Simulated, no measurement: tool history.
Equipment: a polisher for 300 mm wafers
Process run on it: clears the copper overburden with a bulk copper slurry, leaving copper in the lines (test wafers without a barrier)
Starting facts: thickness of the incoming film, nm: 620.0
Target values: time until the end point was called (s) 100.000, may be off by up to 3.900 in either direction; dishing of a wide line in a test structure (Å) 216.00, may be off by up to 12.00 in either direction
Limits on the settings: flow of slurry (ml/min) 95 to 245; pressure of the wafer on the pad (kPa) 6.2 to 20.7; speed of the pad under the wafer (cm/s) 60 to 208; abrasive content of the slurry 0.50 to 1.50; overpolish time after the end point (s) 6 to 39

| run | hour | flow of slurry (ml/min) | pressure of the wafer on the pad (kPa) | speed of the pad under the wafer (cm/s) | abrasive content of the slurry | overpolish time after the end point (s) | time until the end point was called (s) | dishing of a wide line in a test structure (Å) |
|---|---|---|---|---|---|---|---|---|
| 1 | 0.0 | 155 | 13.1 | 134 | 1.00 | 20 | 94.249 | 404.85 |
| 2 | 7.8 | 155 | 13.1 | 166 | 1.00 | 20 | 77.763 | 410.66 |
| 3 | 10.4 | 180 | 13.1 | 166 | 1.00 | 20 | 77.254 | 420.98 |
| 4 | 14.6 | 180 | 13.1 | 166 | 0.90 | 20 | 76.479 | 409.18 |
| 5 | 17.2 | 180 | 13.1 | 166 | 0.90 | 13 | 78.142 | 372.92 |
| 6 | 25.3 | 180 | 13.1 | 166 | 1.10 | 13 | 74.630 | 389.50 |
| 7 | 26.1 | 150 | 11.0 | 180 | 0.90 | 11 | 89.390 | 322.46 |
| 8 | 33.2 | 130 | 10.3 | 190 | 0.75 | 9 | 95.650 | 282.91 |
|  | 41.2 | head pressure recalibrated |
| 9 | 41.2 | 120 | 10.3 | 196 | 0.65 | 8 | 89.654 | 283.81 |
| 10 | 47.2 | 110 | 9.7 | 200 | 0.60 | 7 | 97.487 | 236.76 |
| 11 | 54.3 | 105 | 9.7 | 202 | 0.55 | 7 | 99.420 | 239.18 |
| 12 | 59.5 | 125 | 6.2 | 208 | 0.80 | 6 | 133.640 | 175.53 |
| 13 | 64.8 | 130 | 6.9 | 208 | 0.90 | 6 | 115.290 | 190.89 |
| 14 | 68.4 | 130 | 7.6 | 208 | 0.90 | 6 | 104.170 | 204.60 |
| 15 | 72.0 | 130 | 7.6 | 208 | 0.90 | 7 | 102.200 | 224.30 |
| 16 | 77.4 | 145 | 7.6 | 208 | 0.90 | 7 | 103.080 | 227.94 |
| 17 | 84.5 | 100 | 7.6 | 208 | 1.00 | 6 | 108.030 | 198.30 |
| 18 | 88.0 | 130 | 8.3 | 208 | 1.00 | 7 | 95.129 | 240.74 |

Of the 5 settings listed for the next run, only one would bring every result within its allowed miss of target. Which one?
| A | 91.5 | 110 | 8.3 | 200 | 1.15 | 6 | ? | ? |
| B | 91.5 | 120 | 8.3 | 188 | 1.05 | 9 | ? | ? |
| C | 91.5 | 100 | 9.0 | 178 | 1.00 | 11 | ? | ? |
| D | 91.5 | 190 | 8.3 | 202 | 1.10 | 6 | ? | ? |
| E | 91.5 | 130 | 9.0 | 202 | 1.05 | 6 | ? | ? |

| move | time until the end point was called (s) | dishing of a wide line in a test structure (Å) |
|---|---|---|
| A | 97.058 | 212.01 |
| B | 101.750 | 265.96 |
| C | 104.680 | 293.84 |
| D | 86.931 | 228.26 |
| E | 87.118 | 228.87 |
A: all results land within tolerance of their targets
B: lands further from the targets than the last run did
C: lands further from the targets than the last run did
D: lands further from the targets than the last run did
E: lands further from the targets than the last run did
A meets every target.

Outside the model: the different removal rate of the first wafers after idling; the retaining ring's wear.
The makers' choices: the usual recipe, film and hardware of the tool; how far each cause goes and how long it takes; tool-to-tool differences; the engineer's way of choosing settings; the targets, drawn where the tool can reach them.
